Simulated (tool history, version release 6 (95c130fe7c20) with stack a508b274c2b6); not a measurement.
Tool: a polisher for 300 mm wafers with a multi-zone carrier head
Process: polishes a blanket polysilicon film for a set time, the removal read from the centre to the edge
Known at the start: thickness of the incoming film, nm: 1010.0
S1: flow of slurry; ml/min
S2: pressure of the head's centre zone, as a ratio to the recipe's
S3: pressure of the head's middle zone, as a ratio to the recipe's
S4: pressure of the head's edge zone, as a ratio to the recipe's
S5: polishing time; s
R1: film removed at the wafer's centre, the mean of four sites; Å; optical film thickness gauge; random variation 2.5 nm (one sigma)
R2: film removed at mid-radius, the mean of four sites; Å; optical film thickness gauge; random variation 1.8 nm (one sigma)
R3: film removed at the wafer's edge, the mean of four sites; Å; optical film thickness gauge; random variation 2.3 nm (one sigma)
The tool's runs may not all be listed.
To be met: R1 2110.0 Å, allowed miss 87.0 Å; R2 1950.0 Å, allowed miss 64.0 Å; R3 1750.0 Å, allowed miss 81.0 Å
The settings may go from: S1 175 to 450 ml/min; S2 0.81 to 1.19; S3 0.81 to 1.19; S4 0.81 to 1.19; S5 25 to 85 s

Run 1, day 0.000: S1 290 ml/min, S2 1.00, S3 1.00, S4 1.00, S5 55 s. Result: R1 3243.0 Å, R2 3266.3 Å, R3 3265.8 Å.
Run 2, day 0.029: S1 290 ml/min, S2 1.00, S3 1.00, S4 0.97, S5 55 s. Result: R1 3254.9 Å, R2 3234.6 Å, R3 3163.6 Å.
Run 3, day 0.200: S1 290 ml/min, S2 1.00, S3 1.06, S4 0.97, S5 55 s. Result: R1 3227.4 Å, R2 3435.9 Å, R3 3186.1 Å.
Run 4, day 0.288: S1 290 ml/min, S2 1.00, S3 1.06, S4 1.05, S5 55 s. Result: R1 3221.1 Å, R2 3413.2 Å, R3 3369.5 Å.
Run 5, day 0.621: S1 290 ml/min, S2 1.00, S3 1.01, S4 1.05, S5 55 s. Result: R1 3293.1 Å, R2 3256.2 Å, R3 3346.4 Å.
Run 6, day 0.967: S1 290 ml/min, S2 1.01, S3 1.01, S4 1.02, S5 51 s. Result: R1 3007.9 Å, R2 3087.5 Å, R3 3086.4 Å.
Run 7, day 1.071: S1 290 ml/min, S2 1.03, S3 0.99, S4 0.99, S5 48 s. Result: R1 2908.5 Å, R2 2784.0 Å, R3 2796.9 Å.
Run 8, day 1.212: S1 300 ml/min, S2 1.03, S3 1.03, S4 0.89, S5 33 s. Result: R1 2003.7 Å, R2 1993.8 Å, R3 1849.8 Å.
Run 9, day 1.483: S1 300 ml/min, S2 1.04, S3 1.03, S4 0.88, S5 33 s. Result: R1 2004.2 Å, R2 2039.0 Å, R3 1835.6 Å.
Run 10, day 1.808: S1 305 ml/min, S2 1.13, S3 0.96, S4 0.83, S5 32 s. Result: R1 2114.3 Å, R2 1818.2 Å, R3 1739.0 Å.
Run 11, day 1.862: S1 305 ml/min, S2 1.13, S3 0.97, S4 0.83, S5 32 s. Result: R1 2136.9 Å, R2 1817.9 Å, R3 1765.3 Å.
Run 12, day 2.108: S1 305 ml/min, S2 1.13, S3 0.98, S4 0.83, S5 32 s. Result: R1 2103.3 Å, R2 1879.0 Å, R3 1761.7 Å.

5 next moves are on the table. One of them brings every result within its allowed miss. Which?
Run A, day 2.354: S1 320 ml/min, S2 1.11, S3 0.89, S4 0.86, S5 32 s. Result: R1 ?, R2 ?, R3 ?.
Run B, day 2.354: S1 315 ml/min, S2 1.17, S3 0.93, S4 0.81, S5 32 s. Result: R1 ?, R2 ?, R3 ?.
Run C, day 2.354: S1 330 ml/min, S2 1.13, S3 0.94, S4 0.89, S5 31 s. Result: R1 ?, R2 ?, R3 ?.
Run D, day 2.354: S1 255 ml/min, S2 1.13, S3 1.04, S4 0.84, S5 32 s. Result: R1 ?, R2 ?, R3 ?.
Run E, day 2.354: S1 305 ml/min, S2 1.13, S3 0.97, S4 0.86, S5 31 s. Result: R1 ?, R2 ?, R3 ?.

move      R1      R2      R3
   A  2065.9  1740.7  1818.7
   B  2166.3  1802.4  1768.3
   C  2041.9  1769.5  1792.1
   D  2050.6  1939.5  1766.3
   E  2025.7  1803.5  1754.1
A: further off than the last run
B: further off than the last run
C: further off than the last run
D: meets every target
E: further off than the last run
Answer: D

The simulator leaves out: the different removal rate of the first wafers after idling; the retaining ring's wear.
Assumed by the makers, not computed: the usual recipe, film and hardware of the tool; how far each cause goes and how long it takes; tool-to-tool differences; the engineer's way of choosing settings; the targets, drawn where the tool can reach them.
